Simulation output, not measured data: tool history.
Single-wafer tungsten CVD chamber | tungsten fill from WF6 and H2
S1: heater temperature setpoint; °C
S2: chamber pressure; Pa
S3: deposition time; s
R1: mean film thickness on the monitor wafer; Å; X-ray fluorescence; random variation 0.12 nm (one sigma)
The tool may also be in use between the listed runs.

{"run": 1, "hour": 0.0, "S1": 380, "S2": 6266, "S3": 30.4, "R1": 747.22}
{"run": 2, "hour": 3.7, "S1": 377, "S2": 6253, "S3": 30.4, "R1": 700.9}
{"run": 3, "hour": 7.7, "S1": 377, "S2": 6253, "S3": 30.4, "R1": 699.76}
{"run": 4, "hour": 14.4, "S1": 377, "S2": 7346, "S3": 30.4, "R1": 762.47}
{"run": 5, "hour": 17.4, "S1": 374, "S2": 7253, "S3": 30.4, "R1": 711.18}
{"run": 6, "hour": 25.6, "S1": 374, "S2": 7253, "S3": 31.4, "R1": 735.45}
{"run": 7, "hour": 28.5, "S1": 372, "S2": 7133, "S3": 31.4, "R1": 696.59}
{"run": 8, "hour": 31.7, "S1": 370, "S2": 7053, "S3": 31.4, "R1": 664.56}
{"run": 9, "hour": 38.7, "S1": 368, "S2": 6973, "S3": 31.4, "R1": 626.56}
{"run": 10, "hour": 42.6, "S1": 366, "S2": 6946, "S3": 31.4, "R1": 601.02}

The next listed run, before its measurement:
{"run": 11, "hour": 46.0, "S1": 365, "S2": 6906, "S3": 31.4, "R1": "?"}

R1: 584.67 Å
